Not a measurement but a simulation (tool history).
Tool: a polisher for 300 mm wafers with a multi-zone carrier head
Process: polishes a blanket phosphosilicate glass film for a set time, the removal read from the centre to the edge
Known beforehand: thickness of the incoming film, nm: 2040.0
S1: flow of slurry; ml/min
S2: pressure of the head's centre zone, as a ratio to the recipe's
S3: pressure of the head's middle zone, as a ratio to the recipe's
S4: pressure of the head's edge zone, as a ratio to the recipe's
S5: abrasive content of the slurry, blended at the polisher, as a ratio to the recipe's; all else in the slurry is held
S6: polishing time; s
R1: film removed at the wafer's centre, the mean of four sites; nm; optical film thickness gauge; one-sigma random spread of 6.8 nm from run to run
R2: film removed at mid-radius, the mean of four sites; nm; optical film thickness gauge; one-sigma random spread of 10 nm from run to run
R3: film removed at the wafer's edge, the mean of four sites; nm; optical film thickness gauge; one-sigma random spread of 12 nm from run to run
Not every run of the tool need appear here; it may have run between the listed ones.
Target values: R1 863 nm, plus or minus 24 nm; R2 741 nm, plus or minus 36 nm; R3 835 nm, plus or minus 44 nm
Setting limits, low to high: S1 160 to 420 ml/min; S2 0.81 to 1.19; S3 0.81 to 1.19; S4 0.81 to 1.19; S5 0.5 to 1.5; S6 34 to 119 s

run,hour,S1,S2,S3,S4,S5,S6,R1,R2,R3
1,0,270,1,1,1,1,76,622.48,647.36,631.14
2,2.7,275,1.04,0.98,1.05,1.1,76,689.94,634.54,662.96
3,3.4,325,1.04,0.98,1.05,1.1,76,695.11,667.21,688.59
4,4.4,385,1.04,0.98,1.05,1.1,76,707.52,674.69,699.99
5,8.4,390,1.06,0.98,1.08,1.2,76,755.28,713.48,726.36
6,13.5,390,1.06,0.95,1.1,1.25,77,780.45,701.49,768.52
7,14.2,390,1.07,0.95,1.11,1.3,77,795.94,715.96,758.07
8,14.8,395,1.07,0.93,1.12,1.35,78,816.87,729.84,798.79
9,16.7,395,1.08,0.92,1.13,1.35,78,837.09,717.47,789.61

Of the 4 settings listed for the next run, only one would bring every result within its allowed miss of target. Which one?
A,18.6,385,1.05,0.89,1.08,1.45,81,?,?,?
B,18.6,385,1.14,0.86,1.15,1.45,74,?,?,?
C,18.6,420,1.13,0.93,1.14,1.35,73,?,?,?
D,18.6,420,0.94,0.88,1.06,1.35,85,?,?,?

move,R1,R2,R3
A,871.48,756.68,847.94
B,864.73,671.62,793.57
C,828.14,691.67,761.53
D,800.76,770.08,863.46
A: hits every target within its allowed miss
B: brings the last run's worst result on target, with another outside its allowed miss
C: moves away from the targets compared with the last run
D: moves away from the targets compared with the last run
A is the move that brings every result within its allowed miss.
